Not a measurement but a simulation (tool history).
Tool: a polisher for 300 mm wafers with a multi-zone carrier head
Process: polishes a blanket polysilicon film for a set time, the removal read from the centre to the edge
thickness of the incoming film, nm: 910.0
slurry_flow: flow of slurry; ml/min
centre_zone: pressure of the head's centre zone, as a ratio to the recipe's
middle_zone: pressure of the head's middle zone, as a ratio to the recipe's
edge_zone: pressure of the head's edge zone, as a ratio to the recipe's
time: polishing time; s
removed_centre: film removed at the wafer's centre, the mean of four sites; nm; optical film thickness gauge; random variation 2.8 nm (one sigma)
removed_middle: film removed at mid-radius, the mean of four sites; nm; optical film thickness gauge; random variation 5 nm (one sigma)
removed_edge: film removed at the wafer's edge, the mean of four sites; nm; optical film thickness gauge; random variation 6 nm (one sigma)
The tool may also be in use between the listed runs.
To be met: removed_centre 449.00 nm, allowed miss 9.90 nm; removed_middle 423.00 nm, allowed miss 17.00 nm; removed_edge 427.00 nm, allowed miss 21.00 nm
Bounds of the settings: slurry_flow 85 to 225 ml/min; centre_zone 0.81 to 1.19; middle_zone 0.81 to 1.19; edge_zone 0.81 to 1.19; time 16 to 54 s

run 1 hour=0.0 | slurry_flow=145 centre_zone=1.00 middle_zone=1.00 edge_zone=1.00 time=35 | removed_centre=385.87 removed_middle=385.65 removed_edge=382.83
run 2 hour=6.7 | slurry_flow=160 centre_zone=1.00 middle_zone=1.00 edge_zone=1.00 time=35 | removed_centre=394.70 removed_middle=391.61 removed_edge=397.36
run 3 hour=15.1 | slurry_flow=160 centre_zone=1.00 middle_zone=1.00 edge_zone=1.00 time=44 | removed_centre=494.21 removed_middle=493.36 removed_edge=505.70
run 4 hour=18.5 | slurry_flow=160 centre_zone=1.00 middle_zone=1.00 edge_zone=1.00 time=50 | removed_centre=568.17 removed_middle=555.19 removed_edge=566.19
run 5 hour=20.8 | slurry_flow=160 centre_zone=1.00 middle_zone=1.08 edge_zone=1.00 time=50 | removed_centre=563.56 removed_middle=590.57 removed_edge=565.09
run 6 hour=29.1 | slurry_flow=140 centre_zone=1.00 middle_zone=1.03 edge_zone=0.96 time=48 | removed_centre=535.33 removed_middle=534.39 removed_edge=513.72
run 7 hour=35.1 | slurry_flow=140 centre_zone=1.00 middle_zone=1.03 edge_zone=0.96 time=48 | removed_centre=531.76 removed_middle=545.05 removed_edge=523.17
run 8 hour=42.1 | slurry_flow=130 centre_zone=1.00 middle_zone=0.99 edge_zone=0.94 time=46 | removed_centre=499.46 removed_middle=494.04 removed_edge=502.07

Which of these 4 next moves meets every target?
run A hour=49.1 | slurry_flow=120 centre_zone=1.01 middle_zone=0.95 edge_zone=0.91 time=52 | removed_centre=? removed_middle=? removed_edge=?
run B hour=49.1 | slurry_flow=190 centre_zone=1.01 middle_zone=0.95 edge_zone=0.92 time=38 | removed_centre=? removed_middle=? removed_edge=?
run C hour=49.1 | slurry_flow=145 centre_zone=1.15 middle_zone=0.94 edge_zone=0.82 time=38 | removed_centre=? removed_middle=? removed_edge=?
run D hour=49.1 | slurry_flow=130 centre_zone=1.14 middle_zone=0.88 edge_zone=1.00 time=38 | removed_centre=? removed_middle=? removed_edge=?

move=A removed_centre=565.80 removed_middle=523.94 removed_edge=552.18
move=B removed_centre=450.94 removed_middle=413.33 removed_edge=428.58
move=C removed_centre=488.95 removed_middle=392.60 removed_edge=394.67
move=D removed_centre=473.98 removed_middle=364.44 removed_edge=426.82
A: further off than the last run
B: meets every target
C: nearer than the last run, and not there yet
D: nearer than the last run, and not there yet
Answer: B
